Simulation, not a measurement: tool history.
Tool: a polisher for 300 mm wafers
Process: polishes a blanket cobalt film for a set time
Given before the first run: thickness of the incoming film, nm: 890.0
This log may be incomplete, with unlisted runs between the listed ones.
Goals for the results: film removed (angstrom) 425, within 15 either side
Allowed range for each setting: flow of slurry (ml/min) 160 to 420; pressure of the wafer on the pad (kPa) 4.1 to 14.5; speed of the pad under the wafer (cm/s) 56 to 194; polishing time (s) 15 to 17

run	hour	flow of slurry (ml/min)	pressure of the wafer on the pad (kPa)	speed of the pad under the wafer (cm/s)	polishing time (s)	film removed (angstrom)
1	0	270	9	124	17	627.07
2	3.4	270	8.3	124	17	584.2
3	7.4	270	7.6	124	17	534.05
4	15.5	270	9.7	124	17	666.09
5	23	270	9	124	17	620.64
6	26	270	9	154	17	779.27
7	29.6	270	8.3	152	17	706.22
# hour 31.5: slurry nozzle cleaned
8	31.5	270	7.6	150	17	669.04
9	40.5	270	6.9	148	17	610.47
10	42.2	270	6.2	146	17	544.76

4 candidate next runs follow, results not yet known. Just one meets every target within its allowed miss. Identify it.
A	43.9	285	4.8	144	16	?
B	43.9	275	6.9	142	15	?
C	43.9	295	4.1	178	16	?
D	43.9	315	8.3	142	16	?

move	film removed (angstrom)
A	395.38
B	512.17
C	421.91
D	659.18
A: takes the result that was furthest off past its target
B: nearer than the last run, and not there yet
C: all results land within tolerance of their targets
D: the biggest miss grows against the last run
The right move is C.

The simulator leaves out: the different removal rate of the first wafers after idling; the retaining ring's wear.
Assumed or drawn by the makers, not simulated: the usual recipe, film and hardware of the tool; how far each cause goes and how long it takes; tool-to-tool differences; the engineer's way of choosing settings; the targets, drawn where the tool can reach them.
